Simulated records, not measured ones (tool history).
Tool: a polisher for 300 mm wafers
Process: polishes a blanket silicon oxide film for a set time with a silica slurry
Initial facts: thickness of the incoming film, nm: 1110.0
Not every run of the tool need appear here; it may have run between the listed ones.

| run | day | flow of slurry (ml/min) | pressure of the wafer on the pad (psi) | speed of the pad under the wafer (cm/s) | abrasive content of the slurry | polishing time (s) | film removed (nm) |
|---|---|---|---|---|---|---|---|
| 1 | 0 | 210 | 4.5 | 124 | 1 | 43 | 147.68 |
| 2 | 0.267 | 215 | 4.6 | 124 | 1 | 43 | 150.96 |
| 3 | 0.542 | 220 | 4.7 | 124 | 1 | 43 | 155.56 |
| 4 | 0.692 | 225 | 4.7 | 124 | 1 | 43 | 156.26 |
| 5 | 0.771 | 225 | 4.7 | 124 | 0.8 | 43 | 139.57 |
| 6 | 1.038 | 230 | 4.9 | 124 | 0.8 | 43 | 145.72 |

For run 7, what comes out?
| 7 | 1.375 | 235 | 5 | 124 | 0.8 | 43 | ? |

{"run 7": {"film removed (nm)": 149.26}}

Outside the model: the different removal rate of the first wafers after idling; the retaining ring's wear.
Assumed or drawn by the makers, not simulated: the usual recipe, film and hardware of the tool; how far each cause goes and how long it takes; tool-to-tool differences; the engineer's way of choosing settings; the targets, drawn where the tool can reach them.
